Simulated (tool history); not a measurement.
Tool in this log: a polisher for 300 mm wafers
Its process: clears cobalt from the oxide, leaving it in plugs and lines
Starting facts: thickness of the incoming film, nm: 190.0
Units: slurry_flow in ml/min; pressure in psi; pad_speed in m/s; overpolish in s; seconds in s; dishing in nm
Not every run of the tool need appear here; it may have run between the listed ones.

run  hour  slurry_flow  pressure  pad_speed  overpolish  seconds  dishing
  1   0.0          250       1.2       0.92          21   73.193   35.538
  2   0.6          245       1.2       0.92          19   73.030   34.117
  3   8.7          245       1.2       1.04          19   68.314   36.673
  4  16.6          245       1.2       1.04          14   68.666   29.684
  5  20.6          290       1.2       1.04          14   66.705   30.094
  6  22.3          290       1.0       1.04          14   79.074   27.158
  7  25.6          305       1.1       0.98          13   74.204   25.739
  8  29.8          315       1.2       0.94          12   70.723   26.274

Run 9 is up next; what results do you expect?
  9  33.1          325       1.3       0.90          11        ?        ?

seconds: 68.983 s
dishing: 24.963 nm
